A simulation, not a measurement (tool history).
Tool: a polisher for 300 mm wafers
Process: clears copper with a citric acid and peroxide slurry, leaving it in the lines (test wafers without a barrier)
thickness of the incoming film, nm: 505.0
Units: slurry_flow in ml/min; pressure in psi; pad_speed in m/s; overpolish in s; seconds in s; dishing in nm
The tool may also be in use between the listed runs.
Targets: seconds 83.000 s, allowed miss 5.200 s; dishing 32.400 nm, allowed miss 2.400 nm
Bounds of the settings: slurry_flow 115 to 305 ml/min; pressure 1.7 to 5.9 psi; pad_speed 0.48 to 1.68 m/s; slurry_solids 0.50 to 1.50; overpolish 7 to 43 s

| run | hour | slurry_flow | pressure | pad_speed | slurry_solids | overpolish | seconds | dishing |
|---|---|---|---|---|---|---|---|---|
| 1 | 0.0 | 195 | 3.8 | 1.08 | 1.00 | 22 | 175.000 | 42.589 |
| 2 | 3.7 | 195 | 4.2 | 1.16 | 1.00 | 18 | 151.870 | 43.069 |
| 3 | 6.3 | 195 | 4.2 | 1.16 | 1.00 | 24 | 152.900 | 57.708 |
| 4 | 9.1 | 195 | 4.2 | 1.16 | 1.00 | 19 | 150.580 | 44.706 |
| 5 | 15.8 | 195 | 3.4 | 1.16 | 1.00 | 19 | 188.220 | 36.149 |
| 6 | 23.3 | 195 | 3.4 | 1.16 | 0.90 | 19 | 188.930 | 36.873 |
| 7 | 26.2 | 225 | 4.1 | 1.12 | 1.05 | 16 | 151.420 | 38.715 |
| 8 | 34.6 | 245 | 4.6 | 1.04 | 1.20 | 13 | 142.680 | 32.835 |
|  | 40.1 | head pressure recalibrated |
| 9 | 40.1 | 260 | 5.0 | 1.06 | 1.30 | 11 | 116.030 | 35.556 |
| 10 | 43.9 | 305 | 5.5 | 1.06 | 1.50 | 7 | 100.960 | 26.863 |

4 next moves are on the table. One of them brings every result within its allowed miss. Which?
| A | 47.7 | 305 | 5.3 | 0.86 | 1.50 | 11 | ? | ? |
| B | 47.7 | 285 | 5.8 | 0.84 | 1.45 | 11 | ? | ? |
| C | 47.7 | 305 | 5.3 | 1.32 | 1.50 | 7 | ? | ? |
| D | 47.7 | 300 | 5.2 | 0.84 | 1.45 | 13 | ? | ? |

| move | seconds | dishing |
|---|---|---|
| A | 130.520 | 32.816 |
| B | 123.940 | 34.479 |
| C | 87.886 | 31.142 |
| D | 137.200 | 36.501 |
A: further off than the last run
B: further off than the last run
C: meets every target
D: further off than the last run
Move C is the one to make.

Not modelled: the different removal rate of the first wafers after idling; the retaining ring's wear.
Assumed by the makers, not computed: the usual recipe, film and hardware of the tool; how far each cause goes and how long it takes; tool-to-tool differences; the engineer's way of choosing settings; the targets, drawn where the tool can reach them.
